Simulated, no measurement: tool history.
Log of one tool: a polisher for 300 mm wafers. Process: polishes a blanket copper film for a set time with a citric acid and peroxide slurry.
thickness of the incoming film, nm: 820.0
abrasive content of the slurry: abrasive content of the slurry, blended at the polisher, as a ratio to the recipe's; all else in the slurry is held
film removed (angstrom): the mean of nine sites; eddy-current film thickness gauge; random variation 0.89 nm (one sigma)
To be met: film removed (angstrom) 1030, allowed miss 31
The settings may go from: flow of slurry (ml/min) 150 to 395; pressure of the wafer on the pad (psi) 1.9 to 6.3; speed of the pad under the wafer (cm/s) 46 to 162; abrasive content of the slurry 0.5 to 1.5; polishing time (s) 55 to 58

| run | hour | flow of slurry (ml/min) | pressure of the wafer on the pad (psi) | speed of the pad under the wafer (cm/s) | abrasive content of the slurry | polishing time (s) | film removed (angstrom) |
|---|---|---|---|---|---|---|---|
| 1 | 0 | 250 | 4.1 | 104 | 1 | 55 | 1635.5 |
| 2 | 8 | 250 | 3.6 | 104 | 1 | 55 | 1441 |
| 3 | 9.4 | 250 | 3.6 | 104 | 1 | 55 | 1420.5 |
| 4 | 13.5 | 285 | 3.6 | 104 | 1 | 55 | 1444.1 |
| 5 | 15.7 | 285 | 4 | 104 | 1 | 55 | 1607.3 |
| 6 | 19.8 | 235 | 4 | 104 | 1 | 55 | 1582.7 |
| 7 | 22.8 | 235 | 4 | 104 | 1 | 55 | 1559.9 |
| 8 | 31.3 | 230 | 3.5 | 104 | 1 | 55 | 1383.9 |
| 9 | 35.6 | 230 | 3.2 | 104 | 1 | 55 | 1272.2 |
| 10 | 39 | 230 | 3 | 104 | 1 | 55 | 1195.2 |
| 11 | 43.7 | 230 | 3 | 104 | 1 | 55 | 1201.7 |
| 12 | 48.4 | 230 | 2.8 | 104 | 1 | 55 | 1123 |
| 13 | 52.2 | 230 | 2.7 | 104 | 1 | 55 | 1085.7 |

4 next moves are on the table. One of them brings every result within its allowed miss. Which?
| A | 56 | 270 | 2.7 | 104 | 1.15 | 58 | ? |
| B | 56 | 225 | 2.3 | 112 | 0.95 | 58 | ? |
| C | 56 | 220 | 2.6 | 110 | 0.95 | 58 | ? |
| D | 56 | 210 | 3.3 | 92 | 0.8 | 55 | ? |

| move | film removed (angstrom) |
|---|---|
| A | 1184.9 |
| B | 1041.6 |
| C | 1147 |
| D | 1119.4 |
A: further off than the last run
B: meets every target
C: further off than the last run
D: further off than the last run
Move B is the one to make.
